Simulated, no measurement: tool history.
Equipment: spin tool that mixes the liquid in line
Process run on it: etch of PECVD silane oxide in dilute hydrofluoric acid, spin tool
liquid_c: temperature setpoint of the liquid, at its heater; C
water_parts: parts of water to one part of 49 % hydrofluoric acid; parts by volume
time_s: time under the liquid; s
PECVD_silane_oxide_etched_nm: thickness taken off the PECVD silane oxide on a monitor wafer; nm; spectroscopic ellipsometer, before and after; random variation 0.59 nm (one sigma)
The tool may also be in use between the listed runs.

| run | hour | liquid_c | water_parts | time_s | PECVD_silane_oxide_etched_nm |
|---|---|---|---|---|---|
| 1 | 0.0 | 25.0 | 230 | 170 | 31.794 |
| 2 | 4.7 | 26.0 | 215 | 170 | 36.467 |
| 3 | 7.6 | 23.5 | 215 | 170 | 33.902 |
| 4 | 15.0 | 20.0 | 215 | 170 | 29.208 |
| 5 | 20.3 | 20.0 | 275 | 170 | 21.320 |
| 6 | 26.2 | 21.5 | 255 | 170 | 25.209 |
| 7 | 28.2 | 23.0 | 240 | 170 | 29.022 |
| 8 | 29.7 | 24.0 | 225 | 170 | 31.709 |
| 9 | 33.2 | 25.0 | 210 | 170 | 36.069 |
| 10 | 36.0 | 26.0 | 200 | 170 | 39.435 |

Expected results for the next run?
| 11 | 39.4 | 27.0 | 190 | 170 | ? |

PECVD_silane_oxide_etched_nm: 44.439 nm

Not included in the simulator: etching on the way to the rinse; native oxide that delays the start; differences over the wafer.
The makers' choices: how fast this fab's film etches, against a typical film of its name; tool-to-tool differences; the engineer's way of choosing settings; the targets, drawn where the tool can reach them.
